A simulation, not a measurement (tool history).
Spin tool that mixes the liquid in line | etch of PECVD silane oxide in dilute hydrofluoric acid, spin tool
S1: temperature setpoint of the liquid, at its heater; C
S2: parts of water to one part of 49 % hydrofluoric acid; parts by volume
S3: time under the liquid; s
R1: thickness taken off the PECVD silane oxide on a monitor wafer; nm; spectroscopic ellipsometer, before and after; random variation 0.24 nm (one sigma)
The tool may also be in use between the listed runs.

run    day    S1   S2  S3      R1
  1      0    23  160  55  12.373
  2  0.112    26  160  55  13.812
  3  0.438    26  125  55  18.398
  4  0.492    28  125  55  20.135
  5  0.717  26.5  125  55  19.278
  6  0.829    28  125  55  20.076
  7  1.162  28.5  120  55  21.122
  8  1.229    31  100  55  28.835
  9  1.371  30.5  100  55  28.072

The next listed run, before its measurement:
 10  1.588  30  100  55   ?

Run 10 gave R1 27.916 nm.

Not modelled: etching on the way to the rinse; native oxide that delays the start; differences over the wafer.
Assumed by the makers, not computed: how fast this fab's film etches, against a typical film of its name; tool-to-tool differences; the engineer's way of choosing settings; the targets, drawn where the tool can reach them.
